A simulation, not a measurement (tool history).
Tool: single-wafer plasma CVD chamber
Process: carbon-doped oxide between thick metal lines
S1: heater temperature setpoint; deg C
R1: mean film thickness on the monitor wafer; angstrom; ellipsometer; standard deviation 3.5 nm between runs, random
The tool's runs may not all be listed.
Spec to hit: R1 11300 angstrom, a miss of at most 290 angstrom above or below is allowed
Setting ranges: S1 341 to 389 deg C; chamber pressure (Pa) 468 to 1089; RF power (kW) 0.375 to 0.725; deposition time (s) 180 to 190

Run 1, hour 0: S1 365 deg C, chamber pressure (Pa) 779, RF power (kW) 0.55, deposition time (s) 190. Result: R1 9820.9 angstrom.
Run 2, hour 5.1: S1 364 deg C, chamber pressure (Pa) 793, RF power (kW) 0.565, deposition time (s) 190. Result: R1 9997.8 angstrom.
Run 3, hour 9.2: S1 363 deg C, chamber pressure (Pa) 804, RF power (kW) 0.58, deposition time (s) 190. Result: R1 10288 angstrom.
Run 4, hour 10.9: S1 362 deg C, chamber pressure (Pa) 820, RF power (kW) 0.59, deposition time (s) 190. Result: R1 10387 angstrom.
Run 5, hour 17.9: S1 358 deg C, chamber pressure (Pa) 820, RF power (kW) 0.59, deposition time (s) 190. Result: R1 10482 angstrom.
Run 6, hour 26.5: S1 358 deg C, chamber pressure (Pa) 828, RF power (kW) 0.6, deposition time (s) 190. Result: R1 10632 angstrom.
Run 7, hour 33.3: S1 358 deg C, chamber pressure (Pa) 836, RF power (kW) 0.605, deposition time (s) 190. Result: R1 10661 angstrom.
Run 8, hour 34.8: S1 358 deg C, chamber pressure (Pa) 841, RF power (kW) 0.61, deposition time (s) 190. Result: R1 10780 angstrom.

Which one of the following 5 next-run settings gets every result inside its allowed miss? There is exactly one.
Run A, hour 36.3: S1 347 deg C, chamber pressure (Pa) 912, RF power (kW) 0.6, deposition time (s) 184. Result: R1 ?.
Run B, hour 36.3: S1 359 deg C, chamber pressure (Pa) 912, RF power (kW) 0.64, deposition time (s) 180. Result: R1 ?.
Run C, hour 36.3: S1 365 deg C, chamber pressure (Pa) 787, RF power (kW) 0.63, deposition time (s) 190. Result: R1 ?.
Run D, hour 36.3: S1 364 deg C, chamber pressure (Pa) 1089, RF power (kW) 0.635, deposition time (s) 190. Result: R1 ?.
Run E, hour 36.3: S1 355 deg C, chamber pressure (Pa) 727, RF power (kW) 0.61, deposition time (s) 189. Result: R1 ?.

move     R1
   A  10634
   B  10569
   C  10726
   D  11154
   E  10531
A: moves away from the targets compared with the last run
B: moves away from the targets compared with the last run
C: moves away from the targets compared with the last run
D: in spec on every target
E: moves away from the targets compared with the last run
D meets every target.
